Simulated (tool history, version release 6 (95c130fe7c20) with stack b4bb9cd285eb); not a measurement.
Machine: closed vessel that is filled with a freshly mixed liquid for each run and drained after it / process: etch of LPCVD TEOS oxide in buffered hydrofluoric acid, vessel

run,hour,temperature setpoint of the liquid (°C),parts of 40 % ammonium fluoride to one part of 49 % hydrofluoric acid (parts by volume),time in the liquid (s),thickness taken off the LPCVD TEOS oxide on a monitor wafer (nm)
1,0.0,22.0,22.5,30,32.508
2,8.3,20.5,23.5,30,29.439
3,10.8,19.5,24.5,30,27.091
4,11.5,19.0,25.5,30,25.217
5,14.3,18.5,26.0,30,24.425
# hour 20.9: hydrofluoric acid flow meter replaced
6,20.9,18.0,26.0,30,25.962
7,24.1,18.0,26.0,30,25.806

Expected results for the next run?
8,29.5,17.5,27.0,30,?

{"run 8": {"thickness taken off the LPCVD TEOS oxide on a monitor wafer (nm)": 24.332}}

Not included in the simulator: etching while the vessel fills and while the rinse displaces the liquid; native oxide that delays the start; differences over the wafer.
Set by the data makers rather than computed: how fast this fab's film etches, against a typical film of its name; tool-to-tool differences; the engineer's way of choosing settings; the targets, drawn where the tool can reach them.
